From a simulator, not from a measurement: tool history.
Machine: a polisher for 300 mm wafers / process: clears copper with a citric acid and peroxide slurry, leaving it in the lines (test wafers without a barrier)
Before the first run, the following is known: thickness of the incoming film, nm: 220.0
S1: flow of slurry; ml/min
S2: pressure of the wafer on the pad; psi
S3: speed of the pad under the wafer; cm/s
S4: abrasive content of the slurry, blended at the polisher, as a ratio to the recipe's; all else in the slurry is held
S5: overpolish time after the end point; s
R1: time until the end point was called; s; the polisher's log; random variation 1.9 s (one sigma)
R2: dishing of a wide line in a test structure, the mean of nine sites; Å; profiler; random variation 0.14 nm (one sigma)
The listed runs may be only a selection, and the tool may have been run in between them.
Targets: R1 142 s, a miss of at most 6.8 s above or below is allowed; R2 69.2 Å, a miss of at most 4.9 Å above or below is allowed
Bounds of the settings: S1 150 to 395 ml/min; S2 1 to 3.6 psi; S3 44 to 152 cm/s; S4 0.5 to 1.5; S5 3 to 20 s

{"run": 1, "hour": 0.0, "S1": 250, "S2": 2.3, "S3": 98, "S4": 1, "S5": 10, "R1": 174.22, "R2": 93.838}
{"run": 2, "hour": 1.8, "S1": 250, "S2": 2.7, "S3": 98, "S4": 1, "S5": 10, "R1": 149.77, "R2": 106.73}
{"run": 3, "hour": 6.8, "S1": 250, "S2": 2.7, "S3": 76, "S4": 1, "S5": 10, "R1": 187.37, "R2": 85.509}
{"run": 4, "hour": 10.9, "S1": 250, "S2": 2.9, "S3": 76, "S4": 1, "S5": 9, "R1": 174.02, "R2": 81.639}
{"hour": 12.3, "done": "head pressure recalibrated"}
{"run": 5, "hour": 12.3, "S1": 270, "S2": 2.9, "S3": 76, "S4": 1, "S5": 9, "R1": 155.87, "R2": 92.362}
{"run": 6, "hour": 18.8, "S1": 275, "S2": 2.9, "S3": 76, "S4": 1, "S5": 8, "R1": 155.58, "R2": 84.793}
{"run": 7, "hour": 23.2, "S1": 275, "S2": 3.1, "S3": 76, "S4": 1, "S5": 4, "R1": 145.42, "R2": 45.534}
{"run": 8, "hour": 25.5, "S1": 285, "S2": 3.1, "S3": 76, "S4": 1, "S5": 5, "R1": 143.41, "R2": 56.02}
{"run": 9, "hour": 26.3, "S1": 285, "S2": 3.1, "S3": 76, "S4": 1, "S5": 5, "R1": 144.64, "R2": 56.063}

Pick the move, out of 4, that brings all results within their allowed miss; only one does.
{"run": "A", "hour": 27.1, "S1": 280, "S2": 2.8, "S3": 78, "S4": 0.95, "S5": 5, "R1": "?", "R2": "?"}
{"run": "B", "hour": 27.1, "S1": 335, "S2": 3.5, "S3": 64, "S4": 1.05, "S5": 5, "R1": "?", "R2": "?"}
{"run": "C", "hour": 27.1, "S1": 270, "S2": 3.3, "S3": 76, "S4": 1.1, "S5": 5, "R1": "?", "R2": "?"}
{"run": "D", "hour": 27.1, "S1": 315, "S2": 3.1, "S3": 80, "S4": 0.95, "S5": 6, "R1": "?", "R2": "?"}

move=A R1=158.52 R2=52.031
move=B R1=147.45 R2=55.918
move=C R1=133.75 R2=61.411
move=D R1=139.29 R2=70.332
A: the biggest miss grows against the last run
B: roughly where the last run was
C: closer than the last run, but not yet in spec
D: every result lands within tolerance
The move that meets every target is D.
